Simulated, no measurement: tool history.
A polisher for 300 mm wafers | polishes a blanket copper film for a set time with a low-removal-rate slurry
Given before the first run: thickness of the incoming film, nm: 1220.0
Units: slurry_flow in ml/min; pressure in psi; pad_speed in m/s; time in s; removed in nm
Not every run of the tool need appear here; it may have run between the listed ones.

run	day	slurry_flow	pressure	pad_speed	slurry_solids	time	removed
1	0	275	1.7	1.08	1	47	81.358
2	0.175	260	1.4	0.9	0.9	45	52.703
3	0.517	260	1.2	0.78	0.9	45	38.152
4	0.667	295	1.2	0.78	0.9	45	37.839
5	0.979	295	1.1	0.74	0.9	45	35.064
6	1.196	295	1.1	0.74	0.9	41	31.265
7	1.438	295	1	0.72	0.9	41	27.295
8	1.479	295	0.9	0.72	0.9	41	25.146
# day 1.704: head pressure recalibrated
9	1.704	295	0.8	0.7	0.9	41	20.322

Run 10 has not been measured yet. What should we expect?
10	1.804	300	0.8	0.7	0.9	41	?

Run 10 came out at removed 21.219 nm.

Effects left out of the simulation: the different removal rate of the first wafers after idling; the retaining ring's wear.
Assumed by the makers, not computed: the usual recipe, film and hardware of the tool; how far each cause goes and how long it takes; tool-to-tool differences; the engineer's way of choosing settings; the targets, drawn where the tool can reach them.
